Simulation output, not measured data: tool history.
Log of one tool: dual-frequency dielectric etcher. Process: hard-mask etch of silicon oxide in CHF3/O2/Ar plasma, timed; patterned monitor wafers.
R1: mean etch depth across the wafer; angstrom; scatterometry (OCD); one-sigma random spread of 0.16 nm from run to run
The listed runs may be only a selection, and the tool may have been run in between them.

{"run": 1, "hour": 0.0, "source power (W)": 480, "bias power (W)": 190, "etch time (s)": 18.5, "R1": 303.33}
{"run": 2, "hour": 8.0, "source power (W)": 480, "bias power (W)": 190, "etch time (s)": 17, "R1": 275}
{"run": 3, "hour": 9.6, "source power (W)": 440, "bias power (W)": 190, "etch time (s)": 17, "R1": 272.33}
{"run": 4, "hour": 11.7, "source power (W)": 440, "bias power (W)": 190, "etch time (s)": 18.5, "R1": 297.65}
{"run": 5, "hour": 17.0, "source power (W)": 410, "bias power (W)": 190, "etch time (s)": 18.5, "R1": 288.38}
{"run": 6, "hour": 22.2, "source power (W)": 390, "bias power (W)": 175, "etch time (s)": 18.5, "R1": 275.83}
{"run": 7, "hour": 23.1, "source power (W)": 380, "bias power (W)": 165, "etch time (s)": 18.5, "R1": 262.96}

Predict the results of run 8:
{"run": 8, "hour": 27.3, "source power (W)": 370, "bias power (W)": 160, "etch time (s)": 18.5, "R1": "?"}

R1: 256.23 angstrom

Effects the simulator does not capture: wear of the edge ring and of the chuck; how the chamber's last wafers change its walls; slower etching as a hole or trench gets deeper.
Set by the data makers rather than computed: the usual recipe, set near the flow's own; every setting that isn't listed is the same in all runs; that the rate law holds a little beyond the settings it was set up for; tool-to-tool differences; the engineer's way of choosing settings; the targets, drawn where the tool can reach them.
